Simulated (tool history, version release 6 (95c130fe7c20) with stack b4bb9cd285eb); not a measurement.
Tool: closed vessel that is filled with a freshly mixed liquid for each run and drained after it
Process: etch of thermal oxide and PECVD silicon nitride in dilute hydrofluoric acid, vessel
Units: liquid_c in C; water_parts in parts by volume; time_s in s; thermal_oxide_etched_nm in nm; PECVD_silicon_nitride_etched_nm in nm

| run | hour | liquid_c | water_parts | time_s | thermal_oxide_etched_nm | PECVD_silicon_nitride_etched_nm |
|---|---|---|---|---|---|---|
| 1 | 0 | 24 | 55 | 130 | 12.031 | 9.3097 |
| 2 | 4.8 | 23 | 55 | 130 | 11.757 | 8.8792 |
| 3 | 11.9 | 22 | 55 | 130 | 11.29 | 8.2062 |
| 4 | 16 | 22 | 45 | 130 | 13.76 | 10.139 |
| 5 | 22.7 | 19.5 | 45 | 130 | 12.541 | 8.4305 |
| 6 | 31.4 | 19.5 | 45 | 105 | 10.025 | 6.7163 |
| 7 | 36.2 | 19.5 | 45 | 105 | 10.39 | 6.7612 |

The next listed run, before its measurement:
| 8 | 37.9 | 20 | 50 | 105 | ? | ? |

Run 8 gave thermal_oxide_etched_nm 9.3742 nm, PECVD_silicon_nitride_etched_nm 6.3409 nm.
